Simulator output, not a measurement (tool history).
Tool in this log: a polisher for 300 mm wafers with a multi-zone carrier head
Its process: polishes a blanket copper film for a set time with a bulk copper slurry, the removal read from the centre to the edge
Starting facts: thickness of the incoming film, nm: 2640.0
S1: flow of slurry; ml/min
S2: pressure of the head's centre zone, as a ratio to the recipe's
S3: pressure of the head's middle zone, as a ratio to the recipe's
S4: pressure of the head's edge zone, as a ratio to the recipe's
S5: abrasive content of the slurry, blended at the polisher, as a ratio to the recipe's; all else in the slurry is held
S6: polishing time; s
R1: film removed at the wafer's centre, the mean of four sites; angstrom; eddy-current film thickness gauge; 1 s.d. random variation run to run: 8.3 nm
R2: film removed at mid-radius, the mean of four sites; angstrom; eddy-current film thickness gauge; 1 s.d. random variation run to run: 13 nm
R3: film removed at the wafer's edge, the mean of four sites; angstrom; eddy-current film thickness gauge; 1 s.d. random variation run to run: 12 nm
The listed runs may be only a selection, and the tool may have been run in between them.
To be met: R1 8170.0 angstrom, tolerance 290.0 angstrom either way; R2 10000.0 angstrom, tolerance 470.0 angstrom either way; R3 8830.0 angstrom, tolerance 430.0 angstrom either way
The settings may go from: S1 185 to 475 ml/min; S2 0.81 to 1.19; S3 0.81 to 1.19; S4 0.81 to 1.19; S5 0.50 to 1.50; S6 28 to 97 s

run 1 hour=0.0 | S1=305 S2=1.00 S3=1.00 S4=1.00 S5=1.00 S6=62 | R1=6486.8 R2=6463.8 R3=6340.8
run 2 hour=6.5 | S1=305 S2=1.00 S3=1.00 S4=1.00 S5=1.00 S6=71 | R1=7309.2 R2=7395.2 R3=7546.9
run 3 hour=10.4 | S1=305 S2=1.00 S3=1.02 S4=1.00 S5=1.05 S6=71 | R1=7537.8 R2=7496.1 R3=7651.1
run 4 hour=14.7 | S1=305 S2=1.00 S3=1.02 S4=1.00 S5=1.05 S6=62 | R1=6374.5 R2=6711.0 R3=6644.3
run 5 hour=20.2 | S1=305 S2=1.00 S3=1.09 S4=1.00 S5=1.05 S6=62 | R1=6515.4 R2=6999.0 R3=6662.3
run 6 hour=23.0 | S1=305 S2=1.00 S3=1.09 S4=0.96 S5=1.05 S6=62 | R1=6438.5 R2=6964.0 R3=6630.5
run 7 hour=31.0 | S1=325 S2=1.00 S3=1.10 S4=0.94 S5=1.10 S6=64 | R1=6723.2 R2=7425.9 R3=6838.6
run 8 hour=39.8 | S1=330 S2=1.00 S3=1.11 S4=0.94 S5=1.15 S6=65 | R1=6870.6 R2=7604.2 R3=7048.1
run 9 hour=41.6 | S1=335 S2=1.00 S3=1.12 S4=0.93 S5=1.20 S6=66 | R1=7088.1 R2=7916.4 R3=7039.9
run 10 hour=50.6 | S1=330 S2=0.99 S3=1.13 S4=0.94 S5=1.25 S6=67 | R1=7274.6 R2=8258.9 R3=7065.7

Exactly one of the 4 candidate moves below puts every result within its allowed miss. Which one?
run A hour=59.6 | S1=325 S2=0.96 S3=1.18 S4=0.99 S5=1.30 S6=71 | R1=? R2=? R3=?
run B hour=59.6 | S1=330 S2=1.13 S3=1.13 S4=0.94 S5=1.10 S6=75 | R1=? R2=? R3=?
run C hour=59.6 | S1=350 S2=0.91 S3=1.13 S4=0.89 S5=1.10 S6=85 | R1=? R2=? R3=?
run D hour=59.6 | S1=290 S2=0.99 S3=1.13 S4=0.94 S5=1.40 S6=81 | R1=? R2=? R3=?

move=A R1=7504.8 R2=9111.7 R3=7712.8
move=B R1=9042.8 R2=8969.5 R3=7727.4
move=C R1=8269.8 R2=10211.0 R3=8593.6
move=D R1=8898.0 R2=10099.0 R3=8709.3
A: closer than the last run, but not yet in spec
B: closer than the last run, but not yet in spec
C: hits every target within its allowed miss
D: brings the last run's worst result on target, with another outside its allowed miss
Go with C: it meets all targets.
